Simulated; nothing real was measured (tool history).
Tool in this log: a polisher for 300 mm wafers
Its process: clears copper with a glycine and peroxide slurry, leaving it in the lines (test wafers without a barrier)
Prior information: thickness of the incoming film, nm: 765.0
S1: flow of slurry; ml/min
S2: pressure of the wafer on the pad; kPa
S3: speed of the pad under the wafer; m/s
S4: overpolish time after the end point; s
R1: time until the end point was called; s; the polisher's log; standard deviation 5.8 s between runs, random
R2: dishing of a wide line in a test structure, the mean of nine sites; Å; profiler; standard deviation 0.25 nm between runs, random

Run 1, hour 0: S1 320 ml/min, S2 15.9 kPa, S3 1.06 m/s, S4 20 s. Result: R1 141.9 s, R2 633.2 Å.
Run 2, hour 6.3: S1 300 ml/min, S2 14.5 kPa, S3 0.98 m/s, S4 18 s. Result: R1 163.93 s, R2 547.07 Å.
Run 3, hour 7.9: S1 300 ml/min, S2 14.5 kPa, S3 1.24 m/s, S4 18 s. Result: R1 130.34 s, R2 612.62 Å.
Run 4, hour 12.2: S1 330 ml/min, S2 13.1 kPa, S3 1.14 m/s, S4 16 s. Result: R1 152.34 s, R2 492.42 Å.
Run 5, hour 13: S1 355 ml/min, S2 12.4 kPa, S3 1.04 m/s, S4 15 s. Result: R1 165.9 s, R2 426.74 Å.
Run 6, hour 18.3: S1 355 ml/min, S2 12.4 kPa, S3 1.04 m/s, S4 22 s. Result: R1 167.41 s, R2 594.42 Å.
Run 7, hour 24.6: S1 375 ml/min, S2 11.7 kPa, S3 0.96 m/s, S4 20 s. Result: R1 185.31 s, R2 507.9 Å.
Run 8, hour 25.7: S1 285 ml/min, S2 7.6 kPa, S3 0.66 m/s, S4 10 s. Result: R1 292.28 s, R2 184.89 Å.
Run 9, hour 29.8: S1 270 ml/min, S2 7.6 kPa, S3 0.64 m/s, S4 9 s. Result: R1 309.5 s, R2 163.89 Å.

Forecast run 10:
Run 10, hour 32.1: S1 260 ml/min, S2 7.6 kPa, S3 0.64 m/s, S4 9 s. Result: R1 ?, R2 ?.

{"run 10": {"R1": 313.87, "R2": 162.08}}
